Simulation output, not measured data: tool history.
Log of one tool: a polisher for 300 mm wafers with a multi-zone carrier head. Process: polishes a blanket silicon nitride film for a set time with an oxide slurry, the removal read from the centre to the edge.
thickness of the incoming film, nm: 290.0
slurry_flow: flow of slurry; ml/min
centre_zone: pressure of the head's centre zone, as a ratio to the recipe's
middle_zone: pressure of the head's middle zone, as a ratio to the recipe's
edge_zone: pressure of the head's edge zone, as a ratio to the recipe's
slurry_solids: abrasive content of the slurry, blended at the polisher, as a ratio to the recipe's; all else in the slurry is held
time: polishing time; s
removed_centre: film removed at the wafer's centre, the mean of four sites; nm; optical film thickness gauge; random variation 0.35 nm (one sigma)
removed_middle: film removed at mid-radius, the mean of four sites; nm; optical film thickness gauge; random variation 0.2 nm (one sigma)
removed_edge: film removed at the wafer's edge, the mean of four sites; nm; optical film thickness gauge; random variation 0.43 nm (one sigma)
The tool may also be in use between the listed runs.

run 1 hour=0 | slurry_flow=175 centre_zone=1 middle_zone=1 edge_zone=1 slurry_solids=1 time=59 | removed_centre=40.924 removed_middle=40.882 removed_edge=40.845
run 2 hour=6.1 | slurry_flow=210 centre_zone=1 middle_zone=1 edge_zone=1 slurry_solids=1 time=59 | removed_centre=41.437 removed_middle=41.413 removed_edge=41.671
run 3 hour=13.5 | slurry_flow=205 centre_zone=0.97 middle_zone=0.96 edge_zone=0.98 slurry_solids=0.9 time=59 | removed_centre=39.287 removed_middle=38.609 removed_edge=39.409
run 4 hour=21.1 | slurry_flow=190 centre_zone=0.97 middle_zone=0.96 edge_zone=0.98 slurry_solids=0.9 time=59 | removed_centre=38.481 removed_middle=38.259 removed_edge=39.089
run 5 hour=23.2 | slurry_flow=190 centre_zone=0.97 middle_zone=0.96 edge_zone=0.98 slurry_solids=0.9 time=70 | removed_centre=45.878 removed_middle=45.925 removed_edge=46.79
run 6 hour=28.7 | slurry_flow=190 centre_zone=0.97 middle_zone=0.96 edge_zone=0.98 slurry_solids=0.9 time=64 | removed_centre=42.361 removed_middle=41.87 removed_edge=42.5
run 7 hour=37.1 | slurry_flow=185 centre_zone=0.94 middle_zone=0.94 edge_zone=0.99 slurry_solids=0.8 time=62 | removed_centre=37.079 removed_middle=37.556 removed_edge=39.305

The next listed run, before its measurement:
run 8 hour=44.3 | slurry_flow=180 centre_zone=0.92 middle_zone=0.92 edge_zone=0.98 slurry_solids=0.75 time=61 | removed_centre=? removed_middle=? removed_edge=?

{"run 8": {"removed_centre": 33.8, "removed_middle": 35.286, "removed_edge": 37.803}}

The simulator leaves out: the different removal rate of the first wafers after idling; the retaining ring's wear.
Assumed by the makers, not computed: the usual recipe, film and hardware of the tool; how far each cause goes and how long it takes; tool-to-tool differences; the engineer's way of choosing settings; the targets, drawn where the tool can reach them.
